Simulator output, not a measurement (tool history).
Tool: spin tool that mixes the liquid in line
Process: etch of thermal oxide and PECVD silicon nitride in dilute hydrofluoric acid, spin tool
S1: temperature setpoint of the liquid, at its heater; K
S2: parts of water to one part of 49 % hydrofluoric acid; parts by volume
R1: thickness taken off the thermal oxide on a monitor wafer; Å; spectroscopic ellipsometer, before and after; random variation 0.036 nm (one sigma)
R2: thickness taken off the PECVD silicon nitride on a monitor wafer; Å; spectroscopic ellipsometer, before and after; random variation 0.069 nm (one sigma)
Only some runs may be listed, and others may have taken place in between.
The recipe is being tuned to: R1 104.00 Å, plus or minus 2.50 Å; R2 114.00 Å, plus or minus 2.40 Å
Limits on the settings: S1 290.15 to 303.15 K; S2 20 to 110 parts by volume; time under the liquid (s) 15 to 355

run 1 hour=0.0 | S1=295.15 S2=60 time_under_the_liquid_(s)=180 | R1=136.79 R2=127.23
run 2 hour=7.9 | S1=296.15 S2=65 time_under_the_liquid_(s)=185 | R1=134.20 R2=127.57
run 3 hour=13.4 | S1=297.15 S2=70 time_under_the_liquid_(s)=185 | R1=128.47 R2=128.96
run 4 hour=14.5 | S1=297.15 S2=70 time_under_the_liquid_(s)=255 | R1=176.77 R2=175.19
run 5 hour=21.4 | S1=297.15 S2=50 time_under_the_liquid_(s)=255 | R1=256.10 R2=242.37
run 6 hour=27.9 | S1=297.15 S2=60 time_under_the_liquid_(s)=260 | R1=213.55 R2=208.47
run 7 hour=32.6 | S1=297.15 S2=70 time_under_the_liquid_(s)=265 | R1=184.85 R2=182.05
run 8 hour=37.3 | S1=297.15 S2=80 time_under_the_liquid_(s)=270 | R1=162.18 R2=163.23
run 9 hour=42.2 | S1=297.15 S2=85 time_under_the_liquid_(s)=270 | R1=152.56 R2=154.19
run 10 hour=49.1 | S1=298.15 S2=110 time_under_the_liquid_(s)=270 | R1=118.34 R2=126.90
run 11 hour=55.8 | S1=298.15 S2=110 time_under_the_liquid_(s)=265 | R1=115.88 R2=124.33
run 12 hour=60.3 | S1=298.15 S2=110 time_under_the_liquid_(s)=260 | R1=113.82 R2=122.75
run 13 hour=63.3 | S1=298.15 S2=110 time_under_the_liquid_(s)=255 | R1=110.93 R2=119.88
run 14 hour=67.2 | S1=298.15 S2=110 time_under_the_liquid_(s)=250 | R1=109.64 R2=117.78
run 15 hour=73.9 | S1=298.15 S2=110 time_under_the_liquid_(s)=245 | R1=107.10 R2=116.06

Which one of the following 4 next-run settings gets every result inside its allowed miss? There is exactly one.
run A hour=80.6 | S1=298.65 S2=110 time_under_the_liquid_(s)=235 | R1=? R2=?
run B hour=80.6 | S1=298.65 S2=110 time_under_the_liquid_(s)=245 | R1=? R2=?
run C hour=80.6 | S1=297.65 S2=105 time_under_the_liquid_(s)=240 | R1=? R2=?
run D hour=80.6 | S1=301.15 S2=110 time_under_the_liquid_(s)=210 | R1=? R2=?

move=A R1=105.48 R2=115.02
move=B R1=109.97 R2=119.92
move=C R1=109.21 R2=115.25
move=D R1=103.74 R2=120.66
A: all results in spec
B: moves away from the targets compared with the last run
C: moves away from the targets compared with the last run
D: gets the furthest-off result to its target, but another result is out of tolerance
Correct choice: A, which meets every target
